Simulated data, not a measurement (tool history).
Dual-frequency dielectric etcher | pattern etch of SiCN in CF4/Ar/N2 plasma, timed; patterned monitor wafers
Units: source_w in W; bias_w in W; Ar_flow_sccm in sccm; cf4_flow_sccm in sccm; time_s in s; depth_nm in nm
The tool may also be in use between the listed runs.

run  hour  source_w  bias_w  Ar_flow_sccm  cf4_flow_sccm  time_s  depth_nm
  1   0.0       600      65           135             75    97.0    91.689
  2   2.7       660      66           134             75    97.0   102.590
  3   5.4       600      66           134             75    97.0    93.227
  4   6.3       600      66           152             75    97.0    91.446
  5   9.8       600      66           165             75    97.0    90.546
  6  17.6       600      72           165             75    97.0    94.144
  7  22.2       600      72           165             75    97.0    94.053
  8  23.3       650      73           165             75    97.0   102.480

Run 9 comes next. What will it give?
  9  25.5       680      73           165             75    97.0         ?

Run 9 gave depth_nm 107.440 nm.
